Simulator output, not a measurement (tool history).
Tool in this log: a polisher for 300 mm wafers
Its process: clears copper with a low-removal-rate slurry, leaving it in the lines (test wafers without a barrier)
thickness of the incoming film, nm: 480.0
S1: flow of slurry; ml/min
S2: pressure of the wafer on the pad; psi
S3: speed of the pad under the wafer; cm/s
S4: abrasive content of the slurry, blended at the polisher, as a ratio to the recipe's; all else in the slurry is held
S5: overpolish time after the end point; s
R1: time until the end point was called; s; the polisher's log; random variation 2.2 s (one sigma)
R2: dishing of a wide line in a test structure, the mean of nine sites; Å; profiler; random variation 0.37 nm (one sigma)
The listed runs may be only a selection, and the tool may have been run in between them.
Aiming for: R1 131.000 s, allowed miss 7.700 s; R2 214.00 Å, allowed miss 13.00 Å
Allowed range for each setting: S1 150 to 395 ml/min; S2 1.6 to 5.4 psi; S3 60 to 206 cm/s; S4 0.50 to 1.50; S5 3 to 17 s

run,day,S1,S2,S3,S4,S5,R1,R2
1,0.000,250,3.5,132,1.00,9,79.803,235.39
2,0.196,250,3.5,132,1.00,5,79.573,161.92
3,0.375,215,3.5,132,1.00,5,78.701,153.85
4,0.667,260,3.5,132,1.00,5,81.527,161.11
5,0.721,265,3.3,132,1.00,6,82.372,178.67
6,0.833,210,3.3,132,1.00,6,85.763,176.63
7,1.000,210,3.1,132,1.00,6,92.336,171.87
8,1.262,210,2.9,132,1.00,6,98.789,158.01
9,1.500,205,2.3,114,1.00,10,144.150,179.23
10,1.808,205,2.5,114,1.00,11,131.440,195.32
11,1.996,205,2.5,114,1.00,11,129.220,192.64

Exercise: of the 4 proposed moves below, exactly one satisfies all targets within the stated allowed misses. Which move is it?
A,2.183,170,3.0,112,0.85,8,?,?
B,2.183,225,2.2,128,0.75,10,?,?
C,2.183,150,3.0,96,1.10,13,?,?
D,2.183,150,2.9,98,1.20,10,?,?

move,R1,R2
A,122.270,174.81
B,144.710,180.29
C,134.430,223.04
D,132.930,191.62
A: misses by more than the last run did
B: misses by more than the last run did
C: every result lands within tolerance
D: roughly where the last run was
C meets every target.

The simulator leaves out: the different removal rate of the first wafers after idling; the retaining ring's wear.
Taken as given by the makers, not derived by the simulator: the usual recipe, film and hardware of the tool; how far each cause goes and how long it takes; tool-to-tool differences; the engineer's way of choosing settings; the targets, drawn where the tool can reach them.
